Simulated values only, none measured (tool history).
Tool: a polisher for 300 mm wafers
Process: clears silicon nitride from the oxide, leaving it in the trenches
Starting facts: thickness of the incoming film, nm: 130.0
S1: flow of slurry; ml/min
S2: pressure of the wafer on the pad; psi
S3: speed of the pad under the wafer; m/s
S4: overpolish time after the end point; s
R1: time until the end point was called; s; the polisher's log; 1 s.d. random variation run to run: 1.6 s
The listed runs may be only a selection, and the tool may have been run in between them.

| run | hour | S1 | S2 | S3 | S4 | R1 |
|---|---|---|---|---|---|---|
| 1 | 0.0 | 255 | 3.4 | 1.14 | 6 | 89.409 |
| 2 | 9.0 | 235 | 3.4 | 1.14 | 6 | 91.011 |
| 3 | 11.4 | 225 | 2.9 | 1.10 | 6 | 110.220 |
| 4 | 13.5 | 225 | 2.9 | 1.10 | 4 | 109.360 |
|  | 19.9 | slurry nozzle cleaned |
| 5 | 19.9 | 225 | 3.5 | 1.10 | 4 | 89.197 |
| 6 | 24.7 | 225 | 3.5 | 1.10 | 6 | 90.685 |
| 7 | 32.4 | 215 | 2.5 | 0.90 | 6 | 152.300 |
| 8 | 34.3 | 215 | 2.3 | 0.90 | 6 | 164.350 |
| 9 | 36.1 | 210 | 1.8 | 0.90 | 6 | 208.690 |

Expected results for the next run?
| 10 | 41.3 | 265 | 2.0 | 0.90 | 6 | ? |

Run 10 produced R1 184.290 s.
